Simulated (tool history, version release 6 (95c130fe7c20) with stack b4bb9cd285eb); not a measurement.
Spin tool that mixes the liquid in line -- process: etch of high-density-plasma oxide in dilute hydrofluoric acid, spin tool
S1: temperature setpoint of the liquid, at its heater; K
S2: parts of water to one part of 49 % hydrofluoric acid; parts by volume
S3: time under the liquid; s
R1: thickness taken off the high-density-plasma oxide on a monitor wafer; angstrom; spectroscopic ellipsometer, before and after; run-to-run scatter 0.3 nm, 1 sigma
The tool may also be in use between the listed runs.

run	hour	S1	S2	S3	R1
1	0.0	296.15	135	290	188.95
2	1.3	297.15	130	290	206.04
3	9.8	300.65	130	290	235.02
4	17.9	301.15	125	290	252.89
5	22.5	304.15	125	290	283.80
6	27.2	304.15	125	290	284.03
7	28.1	304.15	120	290	296.29
8	35.3	304.15	115	290	312.39
9	39.9	304.15	105	290	345.33

Run 10, settings as shown, results not yet in. Your forecast:
10	46.7	304.15	95	290	?

{"run 10": {"R1": 384.2}}
